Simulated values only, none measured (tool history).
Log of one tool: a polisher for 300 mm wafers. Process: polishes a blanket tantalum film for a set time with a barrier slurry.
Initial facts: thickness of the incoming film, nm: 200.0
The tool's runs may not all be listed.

run  hour  flow of slurry (ml/min)  pressure of the wafer on the pad (kPa)  speed of the pad under the wafer (cm/s)  abrasive content of the slurry  polishing time (s)  film removed (Å)
  1   0.0                      245                                    15.9                                      114                             1.0                  40            950.37
  2   7.2                      295                                    15.9                                      114                             1.0                  40            932.04
  3   8.6                      345                                    15.9                                      114                             1.0                  40            941.30
  4   9.3                      380                                    15.9                                      114                             1.0                  40            929.11
  5  14.6                      380                                    15.9                                      114                             1.0                  40            929.93
  6  17.0                      380                                    17.9                                      116                             1.0                  40           1090.30

What does the tool deliver on the next run?
  7  23.8                      380                                    19.3                                      116                             1.0                  40                 ?

{"run 7": {"film removed (Å)": 1193.1}}
